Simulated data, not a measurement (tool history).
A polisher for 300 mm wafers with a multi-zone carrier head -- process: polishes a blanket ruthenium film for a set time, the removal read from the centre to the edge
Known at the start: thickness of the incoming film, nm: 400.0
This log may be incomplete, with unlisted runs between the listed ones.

run,hour,flow of slurry (ml/min),pressure of the head's centre zone,pressure of the head's middle zone,pressure of the head's edge zone,polishing time (s),film removed at the wafer's centre (nm),film removed at mid-radius (nm),film removed at the wafer's edge (nm)
1,0.0,270,1.00,1.00,1.00,45,30.074,29.855,30.409
2,2.5,270,1.00,1.08,1.00,45,30.461,30.546,30.175
3,3.9,275,1.00,1.08,1.02,47,31.354,31.923,31.683
4,8.7,275,1.00,1.08,1.04,49,33.477,33.657,32.783
5,17.6,275,1.00,1.05,1.04,49,33.059,32.267,33.760
6,22.0,275,1.00,0.99,1.04,49,32.718,31.050,33.704
7,24.0,275,0.99,1.01,1.05,51,33.973,33.181,34.898
8,29.7,275,0.98,1.02,1.06,53,34.995,35.259,36.484
9,37.8,275,0.98,1.02,1.07,55,36.330,35.979,37.402
10,41.6,285,0.97,1.02,1.08,56,36.740,36.751,39.038
11,43.2,295,0.97,1.03,1.09,57,37.655,37.495,41.083
12,49.7,295,0.97,1.03,1.09,57,37.588,37.060,40.733

Estimate the outcome of run 13 from the log above:
# hour 53.4: slurry nozzle cleaned
13,53.4,300,0.97,1.04,1.09,58,?,?,?

film removed at the wafer's centre (nm): 39.842
film removed at mid-radius (nm): 40.355
film removed at the wafer's edge (nm): 42.422
